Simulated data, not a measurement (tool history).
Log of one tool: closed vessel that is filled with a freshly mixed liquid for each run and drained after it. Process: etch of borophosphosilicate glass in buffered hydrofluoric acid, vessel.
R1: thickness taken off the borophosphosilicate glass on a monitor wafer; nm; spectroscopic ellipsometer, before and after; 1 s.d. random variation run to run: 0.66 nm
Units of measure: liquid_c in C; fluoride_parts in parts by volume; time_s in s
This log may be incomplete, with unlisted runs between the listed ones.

run 1 hour=0.0 | liquid_c=20.0 fluoride_parts=18.5 time_s=100 | R1=55.785
run 2 hour=8.1 | liquid_c=23.0 fluoride_parts=18.5 time_s=100 | R1=66.564
run 3 hour=14.8 | liquid_c=23.0 fluoride_parts=18.5 time_s=110 | R1=72.875
run 4 hour=19.3 | liquid_c=24.5 fluoride_parts=17.5 time_s=110 | R1=83.655
run 5 hour=20.5 | liquid_c=27.5 fluoride_parts=17.5 time_s=110 | R1=97.914
run 6 hour=23.0 | liquid_c=28.0 fluoride_parts=17.5 time_s=110 | R1=101.170
run 7 hour=32.1 | liquid_c=28.0 fluoride_parts=17.0 time_s=110 | R1=104.530

Run 8 has not been measured yet. What should we expect?
run 8 hour=39.9 | liquid_c=28.0 fluoride_parts=16.5 time_s=110 | R1=?

Run 8 gave R1 106.900 nm.
